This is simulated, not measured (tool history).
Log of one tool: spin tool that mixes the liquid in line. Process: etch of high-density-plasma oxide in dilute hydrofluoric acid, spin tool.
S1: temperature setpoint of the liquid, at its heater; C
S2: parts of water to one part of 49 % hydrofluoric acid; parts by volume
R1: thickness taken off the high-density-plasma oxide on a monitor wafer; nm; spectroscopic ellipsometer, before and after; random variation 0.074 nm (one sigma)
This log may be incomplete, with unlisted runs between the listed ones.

Run 1, hour 0: S1 20 C, S2 225 parts by volume, time under the liquid (s) 320. Result: R1 10.73 nm.
Run 2, hour 3.6: S1 18.5 C, S2 225 parts by volume, time under the liquid (s) 320. Result: R1 10.007 nm.
Run 3, hour 7.9: S1 19.5 C, S2 225 parts by volume, time under the liquid (s) 320. Result: R1 10.37 nm.
Run 4, hour 9.4: S1 19.5 C, S2 225 parts by volume, time under the liquid (s) 340. Result: R1 10.879 nm.
Run 5, hour 15.4: S1 19.5 C, S2 225 parts by volume, time under the liquid (s) 320. Result: R1 10.446 nm.
Run 6, hour 20.7: S1 20.5 C, S2 225 parts by volume, time under the liquid (s) 320. Result: R1 10.761 nm.
Run 7, hour 26.8: S1 21.5 C, S2 225 parts by volume, time under the liquid (s) 320. Result: R1 11.349 nm.
Run 8, hour 27.9: S1 22 C, S2 225 parts by volume, time under the liquid (s) 320. Result: R1 11.415 nm.

For run 9, what comes out?
Run 9, hour 31.6: S1 22 C, S2 225 parts by volume, time under the liquid (s) 320. Result: R1 ?.

{"run 9": {"R1": 11.412}}
